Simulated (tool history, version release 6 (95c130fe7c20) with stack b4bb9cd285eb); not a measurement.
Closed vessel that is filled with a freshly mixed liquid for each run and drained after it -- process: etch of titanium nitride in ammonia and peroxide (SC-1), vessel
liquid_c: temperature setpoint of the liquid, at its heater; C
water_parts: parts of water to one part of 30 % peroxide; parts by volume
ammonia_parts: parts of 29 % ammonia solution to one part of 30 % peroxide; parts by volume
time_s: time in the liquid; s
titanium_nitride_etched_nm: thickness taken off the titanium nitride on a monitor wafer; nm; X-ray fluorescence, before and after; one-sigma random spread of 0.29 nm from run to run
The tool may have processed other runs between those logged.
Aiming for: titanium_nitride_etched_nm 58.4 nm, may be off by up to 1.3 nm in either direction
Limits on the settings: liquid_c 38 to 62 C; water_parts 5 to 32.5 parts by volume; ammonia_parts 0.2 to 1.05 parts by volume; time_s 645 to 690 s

{"run": 1, "hour": 0.0, "liquid_c": 46, "water_parts": 18, "ammonia_parts": 0.55, "time_s": 645, "titanium_nitride_etched_nm": 26.921}
{"run": 2, "hour": 0.9, "liquid_c": 49.5, "water_parts": 18, "ammonia_parts": 0.55, "time_s": 645, "titanium_nitride_etched_nm": 34.78}
{"run": 3, "hour": 8.8, "liquid_c": 49.5, "water_parts": 18, "ammonia_parts": 0.55, "time_s": 690, "titanium_nitride_etched_nm": 37.053}
{"run": 4, "hour": 14.2, "liquid_c": 51.5, "water_parts": 18, "ammonia_parts": 0.55, "time_s": 690, "titanium_nitride_etched_nm": 42.096}
{"run": 5, "hour": 14.8, "liquid_c": 51.5, "water_parts": 14.5, "ammonia_parts": 0.55, "time_s": 690, "titanium_nitride_etched_nm": 47.967}
{"run": 6, "hour": 19.5, "liquid_c": 52.5, "water_parts": 14.5, "ammonia_parts": 0.55, "time_s": 690, "titanium_nitride_etched_nm": 51.549}
{"hour": 25.6, "done": "ammonia flow meter replaced"}
{"run": 7, "hour": 25.6, "liquid_c": 53, "water_parts": 14.5, "ammonia_parts": 0.55, "time_s": 690, "titanium_nitride_etched_nm": 54.298}
{"run": 8, "hour": 34.1, "liquid_c": 53.5, "water_parts": 14.5, "ammonia_parts": 0.55, "time_s": 690, "titanium_nitride_etched_nm": 55.577}

Exactly one of the 5 candidate moves below puts every result within its allowed miss. Which one?
{"run": "A", "hour": 42.6, "liquid_c": 53.5, "water_parts": 13, "ammonia_parts": 0.65, "time_s": 665, "titanium_nitride_etched_nm": "?"}
{"run": "B", "hour": 42.6, "liquid_c": 54, "water_parts": 15, "ammonia_parts": 0.45, "time_s": 675, "titanium_nitride_etched_nm": "?"}
{"run": "C", "hour": 42.6, "liquid_c": 52.5, "water_parts": 11.5, "ammonia_parts": 0.55, "time_s": 645, "titanium_nitride_etched_nm": "?"}
{"run": "D", "hour": 42.6, "liquid_c": 53.5, "water_parts": 15, "ammonia_parts": 0.6, "time_s": 690, "titanium_nitride_etched_nm": "?"}
{"run": "E", "hour": 42.6, "liquid_c": 54.5, "water_parts": 16.5, "ammonia_parts": 0.45, "time_s": 655, "titanium_nitride_etched_nm": "?"}

move=A titanium_nitride_etched_nm=59.031
move=B titanium_nitride_etched_nm=53.729
move=C titanium_nitride_etched_nm=55.429
move=D titanium_nitride_etched_nm=55.924
move=E titanium_nitride_etched_nm=51.186
A: all results in spec
B: further off than the last run
C: further off than the last run
D: closes in on the targets versus the last run, not all within tolerance yet
E: further off than the last run
Correct choice: A, which meets every target

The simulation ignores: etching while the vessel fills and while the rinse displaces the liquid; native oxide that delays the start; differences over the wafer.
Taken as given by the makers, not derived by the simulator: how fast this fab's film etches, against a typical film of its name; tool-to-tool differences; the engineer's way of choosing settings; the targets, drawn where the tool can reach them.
